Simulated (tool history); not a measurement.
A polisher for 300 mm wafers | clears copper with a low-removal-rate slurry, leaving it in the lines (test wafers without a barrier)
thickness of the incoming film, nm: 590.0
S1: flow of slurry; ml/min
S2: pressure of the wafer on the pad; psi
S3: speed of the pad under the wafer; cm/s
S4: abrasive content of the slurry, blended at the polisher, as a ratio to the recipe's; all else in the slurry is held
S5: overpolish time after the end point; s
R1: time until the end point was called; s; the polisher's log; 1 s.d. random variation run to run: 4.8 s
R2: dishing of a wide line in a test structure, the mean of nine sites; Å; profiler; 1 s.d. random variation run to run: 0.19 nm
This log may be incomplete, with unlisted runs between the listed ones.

run	hour	S1	S2	S3	S4	S5	R1	R2
1	0	280	4.1	88	1	16	170.4	278.41
2	5.5	280	3.4	88	1	16	204	273.74
3	11.9	280	4.1	88	1	16	171.77	292.99
4	17.4	280	4.1	102	1	16	151.91	310.91
5	23.2	280	4.1	86	1	16	178.19	286.53
6	32.2	260	4.2	78	0.9	14	195.36	257.13
7	38.2	290	4	72	1	12	207.25	218.02

Forecast run 8:
8	38.9	315	3.8	66	1.1	11	?	?

R1: 226.21 s
R2: 206.41 Å
